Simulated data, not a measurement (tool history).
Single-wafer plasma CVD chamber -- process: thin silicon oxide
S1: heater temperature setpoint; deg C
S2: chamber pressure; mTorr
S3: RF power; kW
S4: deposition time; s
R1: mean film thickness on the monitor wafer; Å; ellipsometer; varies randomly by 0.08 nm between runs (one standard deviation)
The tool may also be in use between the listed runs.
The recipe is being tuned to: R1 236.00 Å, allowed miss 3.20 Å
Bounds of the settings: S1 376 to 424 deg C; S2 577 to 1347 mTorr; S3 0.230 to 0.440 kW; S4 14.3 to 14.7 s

run  hour   S1    S2     S3    S4      R1
  1   0.0  400   962  0.335  14.3  276.18
  2   1.3  400   902  0.335  14.3  264.00
  3   4.0  400  1050  0.335  14.3  291.16
  4   9.0  400  1050  0.355  14.3  297.27
  5   9.7  400   946  0.355  14.3  277.87
  6  11.0  400   946  0.355  14.7  286.10
  7  12.9  400   861  0.355  14.7  265.72
  8  20.8  400   815  0.355  14.7  254.95
  9  21.6  400   786  0.355  14.7  247.88
 10  24.6  400   768  0.355  14.7  241.45
 11  30.3  400   760  0.355  14.7  241.24

Which one of the following 4 next-run settings gets every result inside its allowed miss? There is exactly one.
  A  36.0  408  828  0.325  14.3   ?
  B  36.0  405  793  0.355  14.3   ?
  C  36.0  401  743  0.380  14.7   ?
  D  36.0  401  713  0.400  14.7   ?

move      R1
   A  242.96
   B  242.02
   C  241.15
   D  236.39
A: the biggest miss grows against the last run
B: the biggest miss grows against the last run
C: neither nearer nor further off than the last run
D: every result lands within tolerance
Correct choice: D, which meets every target

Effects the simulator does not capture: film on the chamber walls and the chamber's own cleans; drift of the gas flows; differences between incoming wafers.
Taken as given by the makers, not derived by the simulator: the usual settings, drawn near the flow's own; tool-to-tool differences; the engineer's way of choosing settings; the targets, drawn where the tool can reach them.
